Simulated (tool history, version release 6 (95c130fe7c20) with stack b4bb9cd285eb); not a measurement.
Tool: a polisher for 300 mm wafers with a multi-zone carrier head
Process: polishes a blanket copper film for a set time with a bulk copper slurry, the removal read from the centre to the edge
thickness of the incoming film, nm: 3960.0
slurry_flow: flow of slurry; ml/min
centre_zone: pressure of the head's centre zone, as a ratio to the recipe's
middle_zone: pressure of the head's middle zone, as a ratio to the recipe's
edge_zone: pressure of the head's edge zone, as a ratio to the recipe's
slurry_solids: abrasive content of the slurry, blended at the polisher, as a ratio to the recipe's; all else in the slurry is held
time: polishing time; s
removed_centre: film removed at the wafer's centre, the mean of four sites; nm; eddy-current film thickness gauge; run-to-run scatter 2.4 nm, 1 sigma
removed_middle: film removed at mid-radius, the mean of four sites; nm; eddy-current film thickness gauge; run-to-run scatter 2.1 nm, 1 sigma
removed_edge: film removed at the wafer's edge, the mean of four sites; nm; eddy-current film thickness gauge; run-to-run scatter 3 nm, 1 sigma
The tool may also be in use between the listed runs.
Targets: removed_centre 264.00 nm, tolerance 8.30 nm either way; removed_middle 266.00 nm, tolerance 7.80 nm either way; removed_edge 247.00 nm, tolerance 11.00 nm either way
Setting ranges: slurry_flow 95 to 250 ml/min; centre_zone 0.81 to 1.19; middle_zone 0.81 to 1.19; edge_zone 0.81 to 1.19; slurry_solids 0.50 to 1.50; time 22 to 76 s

run 1 day=0.000 | slurry_flow=160 centre_zone=1.00 middle_zone=1.00 edge_zone=1.00 slurry_solids=1.00 time=49 | removed_centre=380.42 removed_middle=379.09 removed_edge=388.49
run 2 day=0.288 | slurry_flow=160 centre_zone=1.00 middle_zone=1.00 edge_zone=0.96 slurry_solids=0.90 time=46 | removed_centre=346.56 removed_middle=347.83 removed_edge=347.10
run 3 day=0.421 | slurry_flow=160 centre_zone=1.00 middle_zone=1.05 edge_zone=0.96 slurry_solids=0.90 time=46 | removed_centre=352.43 removed_middle=362.13 removed_edge=351.52
run 4 day=0.608 | slurry_flow=160 centre_zone=1.00 middle_zone=1.05 edge_zone=0.96 slurry_solids=0.90 time=38 | removed_centre=293.16 removed_middle=301.89 removed_edge=287.63
run 5 day=0.842 | slurry_flow=155 centre_zone=1.00 middle_zone=1.04 edge_zone=0.93 slurry_solids=0.85 time=38 | removed_centre=281.95 removed_middle=291.26 removed_edge=278.30
run 6 day=1.025 | slurry_flow=155 centre_zone=1.00 middle_zone=1.00 edge_zone=0.93 slurry_solids=0.85 time=38 | removed_centre=288.24 removed_middle=282.20 removed_edge=277.92
run 7 day=1.229 | slurry_flow=145 centre_zone=1.00 middle_zone=1.00 edge_zone=0.90 slurry_solids=0.85 time=38 | removed_centre=274.90 removed_middle=285.35 removed_edge=264.05
run 8 day=1.329 | slurry_flow=140 centre_zone=1.00 middle_zone=0.99 edge_zone=0.90 slurry_solids=0.85 time=38 | removed_centre=281.23 removed_middle=278.04 removed_edge=267.14
run 9 day=1.475 | slurry_flow=135 centre_zone=1.00 middle_zone=0.99 edge_zone=0.89 slurry_solids=0.85 time=38 | removed_centre=273.69 removed_middle=270.74 removed_edge=257.95
run 10 day=1.517 | slurry_flow=130 centre_zone=1.00 middle_zone=0.99 edge_zone=0.88 slurry_solids=0.85 time=38 | removed_centre=271.66 removed_middle=270.29 removed_edge=265.45

Which single option among these 5 for the next run brings every result within its allowed miss of target? Just one does.
run A day=1.558 | slurry_flow=120 centre_zone=1.01 middle_zone=1.01 edge_zone=0.81 slurry_solids=0.75 time=39 | removed_centre=? removed_middle=? removed_edge=?
run B day=1.558 | slurry_flow=135 centre_zone=0.92 middle_zone=1.03 edge_zone=0.86 slurry_solids=0.80 time=36 | removed_centre=? removed_middle=? removed_edge=?
run C day=1.558 | slurry_flow=150 centre_zone=1.05 middle_zone=0.97 edge_zone=0.85 slurry_solids=0.90 time=37 | removed_centre=? removed_middle=? removed_edge=?
run D day=1.558 | slurry_flow=170 centre_zone=1.10 middle_zone=1.01 edge_zone=0.87 slurry_solids=0.80 time=35 | removed_centre=? removed_middle=? removed_edge=?
run E day=1.558 | slurry_flow=95 centre_zone=0.96 middle_zone=0.95 edge_zone=1.04 slurry_solids=0.85 time=40 | removed_centre=? removed_middle=? removed_edge=?

move=A removed_centre=263.50 removed_middle=268.87 removed_edge=247.63
move=B removed_centre=236.37 removed_middle=264.21 removed_edge=242.95
move=C removed_centre=286.91 removed_middle=271.72 removed_edge=260.15
move=D removed_centre=282.38 removed_middle=264.90 removed_edge=245.78
move=E removed_centre=244.77 removed_middle=250.59 removed_edge=277.48
A: each result inside its tolerance
B: meets the target for the result that was furthest off, but another lies outside its allowed miss
C: moves away from the targets compared with the last run
D: meets the target for the result that was furthest off, but another lies outside its allowed miss
E: moves away from the targets compared with the last run
A is the move that brings every result within its allowed miss.

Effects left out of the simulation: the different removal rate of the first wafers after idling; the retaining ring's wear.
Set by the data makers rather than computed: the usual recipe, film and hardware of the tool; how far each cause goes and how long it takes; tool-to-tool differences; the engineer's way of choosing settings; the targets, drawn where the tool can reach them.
